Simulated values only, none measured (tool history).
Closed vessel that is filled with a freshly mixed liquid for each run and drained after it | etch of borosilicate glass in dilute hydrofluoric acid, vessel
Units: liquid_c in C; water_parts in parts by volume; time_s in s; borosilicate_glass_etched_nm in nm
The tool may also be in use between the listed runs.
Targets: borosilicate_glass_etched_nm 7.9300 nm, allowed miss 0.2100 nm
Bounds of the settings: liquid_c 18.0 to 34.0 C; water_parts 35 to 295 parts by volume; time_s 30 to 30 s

Run 1, hour 0.0: liquid_c 26.0 C, water_parts 165 parts by volume, time_s 30 s. Result: borosilicate_glass_etched_nm 4.5568 nm.
Run 2, hour 6.4: liquid_c 28.5 C, water_parts 165 parts by volume, time_s 30 s. Result: borosilicate_glass_etched_nm 4.9862 nm.
Run 3, hour 14.7: liquid_c 29.5 C, water_parts 155 parts by volume, time_s 30 s. Result: borosilicate_glass_etched_nm 5.5630 nm.
Run 4, hour 17.9: liquid_c 30.5 C, water_parts 150 parts by volume, time_s 30 s. Result: borosilicate_glass_etched_nm 5.9296 nm.
Run 5, hour 25.7: liquid_c 30.5 C, water_parts 150 parts by volume, time_s 30 s. Result: borosilicate_glass_etched_nm 5.9609 nm.
Run 6, hour 29.7: liquid_c 31.0 C, water_parts 145 parts by volume, time_s 30 s. Result: borosilicate_glass_etched_nm 6.2511 nm.
Run 7, hour 37.6: liquid_c 31.5 C, water_parts 140 parts by volume, time_s 30 s. Result: borosilicate_glass_etched_nm 6.7162 nm.
Run 8, hour 38.6: liquid_c 32.0 C, water_parts 140 parts by volume, time_s 30 s. Result: borosilicate_glass_etched_nm 6.8711 nm.
Run 9, hour 45.9: liquid_c 32.5 C, water_parts 140 parts by volume, time_s 30 s. Result: borosilicate_glass_etched_nm 6.9493 nm.
Run 10, hour 49.7: liquid_c 33.0 C, water_parts 140 parts by volume, time_s 30 s. Result: borosilicate_glass_etched_nm 7.0706 nm.
Run 11, hour 53.5: liquid_c 33.0 C, water_parts 140 parts by volume, time_s 30 s. Result: borosilicate_glass_etched_nm 7.0649 nm.
Run 12, hour 56.0: liquid_c 33.5 C, water_parts 135 parts by volume, time_s 30 s. Result: borosilicate_glass_etched_nm 7.5909 nm.
Run 13, hour 62.6: liquid_c 34.0 C, water_parts 135 parts by volume, time_s 30 s. Result: borosilicate_glass_etched_nm 7.6060 nm.

Which of these 5 next moves meets every target?
Run A, hour 69.2: liquid_c 33.5 C, water_parts 135 parts by volume, time_s 30 s. Result: borosilicate_glass_etched_nm ?.
Run B, hour 69.2: liquid_c 33.5 C, water_parts 130 parts by volume, time_s 30 s. Result: borosilicate_glass_etched_nm ?.
Run C, hour 69.2: liquid_c 34.0 C, water_parts 140 parts by volume, time_s 30 s. Result: borosilicate_glass_etched_nm ?.
Run D, hour 69.2: liquid_c 32.5 C, water_parts 135 parts by volume, time_s 30 s. Result: borosilicate_glass_etched_nm ?.
Run E, hour 69.2: liquid_c 32.0 C, water_parts 135 parts by volume, time_s 30 s. Result: borosilicate_glass_etched_nm ?.

move  borosilicate_glass_etched_nm
   A                        7.5187
   B                        7.8648
   C                        7.3247
   D                        7.2579
   E                        7.1299
A: further off than the last run
B: meets every target
C: further off than the last run
D: further off than the last run
E: further off than the last run
Move B is the one to make.
